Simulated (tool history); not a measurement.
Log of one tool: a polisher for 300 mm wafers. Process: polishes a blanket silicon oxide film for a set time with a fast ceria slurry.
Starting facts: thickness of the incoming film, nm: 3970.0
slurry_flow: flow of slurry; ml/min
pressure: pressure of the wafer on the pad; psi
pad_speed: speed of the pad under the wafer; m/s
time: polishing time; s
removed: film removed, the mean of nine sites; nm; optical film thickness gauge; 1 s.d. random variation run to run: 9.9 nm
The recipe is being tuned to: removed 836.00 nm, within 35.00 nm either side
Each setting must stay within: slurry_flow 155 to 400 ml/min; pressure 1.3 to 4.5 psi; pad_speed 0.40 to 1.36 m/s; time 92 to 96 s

run,hour,slurry_flow,pressure,pad_speed,time,removed
1,0.0,255,2.9,0.88,92,1466.40
2,2.0,255,2.5,0.88,92,1278.90
3,6.6,255,2.8,0.88,92,1440.60
4,10.2,255,2.4,0.88,92,1259.50
5,14.1,285,2.4,0.88,92,1252.50
6,18.1,285,2.1,0.86,92,1137.00
7,21.3,285,1.9,0.84,92,1042.90
8,26.0,285,1.7,0.82,92,935.51
9,31.1,285,1.6,0.82,92,888.69
# hour 34.3: slurry nozzle cleaned
10,34.3,280,1.6,0.82,92,932.11
11,43.1,280,1.3,0.80,92,775.64
12,48.9,290,1.3,0.80,92,779.68

Which single option among these 4 for the next run brings every result within its allowed miss of target? Just one does.
A,54.7,290,1.4,0.86,94,?
B,54.7,310,1.4,0.68,95,?
C,54.7,255,1.3,0.70,92,?
D,54.7,365,1.5,0.74,96,?

move,removed
A,913.62
B,740.72
C,690.89
D,859.73
A: moves the result that the last run missed by most past its target, out the other side
B: moves away from the targets compared with the last run
C: moves away from the targets compared with the last run
D: each result inside its tolerance
Go with D: it meets all targets.

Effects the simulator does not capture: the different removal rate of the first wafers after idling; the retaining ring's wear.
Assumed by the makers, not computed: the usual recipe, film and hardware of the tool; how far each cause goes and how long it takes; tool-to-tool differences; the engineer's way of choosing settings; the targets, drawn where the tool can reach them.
